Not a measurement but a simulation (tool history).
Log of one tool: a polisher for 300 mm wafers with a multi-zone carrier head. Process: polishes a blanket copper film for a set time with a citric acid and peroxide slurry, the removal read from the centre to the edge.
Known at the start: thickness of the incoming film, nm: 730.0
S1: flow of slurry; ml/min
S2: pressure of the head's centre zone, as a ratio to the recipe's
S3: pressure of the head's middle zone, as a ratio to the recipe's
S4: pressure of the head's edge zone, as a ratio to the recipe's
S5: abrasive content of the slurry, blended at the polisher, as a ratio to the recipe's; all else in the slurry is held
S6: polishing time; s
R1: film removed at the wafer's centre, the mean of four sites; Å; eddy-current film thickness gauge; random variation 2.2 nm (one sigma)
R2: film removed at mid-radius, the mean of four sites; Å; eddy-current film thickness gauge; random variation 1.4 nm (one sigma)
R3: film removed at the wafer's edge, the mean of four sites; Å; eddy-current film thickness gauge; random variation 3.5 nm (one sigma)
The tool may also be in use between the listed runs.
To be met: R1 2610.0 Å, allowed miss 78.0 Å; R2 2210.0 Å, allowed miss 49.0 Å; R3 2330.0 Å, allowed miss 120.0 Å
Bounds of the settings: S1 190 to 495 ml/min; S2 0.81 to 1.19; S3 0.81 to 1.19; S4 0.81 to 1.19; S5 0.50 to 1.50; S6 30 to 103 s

run  hour   S1    S2    S3    S4    S5  S6      R1      R2      R3
  1   0.0  320  1.00  1.00  1.00  1.00  66  1799.7  1778.7  1831.1
  2   3.1  330  1.05  1.01  1.04  1.15  67  1992.0  1889.2  1985.2
  3   8.2  345  1.09  1.02  1.05  1.25  68  2184.8  1988.5  2014.2
  4  12.2  345  1.09  1.02  1.05  1.15  68  2155.3  1946.4  2019.1
  5  17.6  345  1.09  1.02  1.05  1.15  79  2449.8  2249.1  2258.2
  6  18.4  345  1.09  1.10  1.05  1.15  79  2478.2  2401.2  2337.7
  7  24.1  345  1.09  1.10  1.05  1.15  79  2449.6  2442.9  2318.6
  8  29.4  335  1.10  1.08  1.06  1.15  79  2435.9  2367.6  2362.6
  9  34.8  340  1.12  1.06  1.06  1.15  79  2548.4  2354.2  2298.7
 10  39.5  340  1.12  1.04  1.07  1.15  79  2520.7  2311.0  2374.8
 11  43.8  340  1.13  1.03  1.07  1.15  79  2522.3  2259.0  2324.1
 12  50.0  340  1.14  1.02  1.07  1.15  79  2585.0  2258.8  2325.6

5 next moves are on the table. One of them brings every result within its allowed miss. Which?
  A  56.2  335  1.08  1.03  1.11  1.05  85   ?   ?   ?
  B  56.2  295  1.12  1.04  1.07  1.15  80   ?   ?   ?
  C  56.2  375  1.13  1.02  1.06  0.90  81   ?   ?   ?
  D  56.2  405  1.17  1.08  1.02  1.25  75   ?   ?   ?
  E  56.2  365  1.15  0.98  1.06  1.15  79   ?   ?   ?

move      R1      R2      R3
   A  2588.8  2386.6  2456.3
   B  2566.2  2301.1  2316.8
   C  2494.6  2177.4  2212.5
   D  2629.7  2324.2  2210.1
   E  2641.8  2191.0  2305.2
A: further off than the last run
B: further off than the last run
C: brings the result that was furthest off to its target, and leaves another outside
D: further off than the last run
E: meets every target
Answer: E

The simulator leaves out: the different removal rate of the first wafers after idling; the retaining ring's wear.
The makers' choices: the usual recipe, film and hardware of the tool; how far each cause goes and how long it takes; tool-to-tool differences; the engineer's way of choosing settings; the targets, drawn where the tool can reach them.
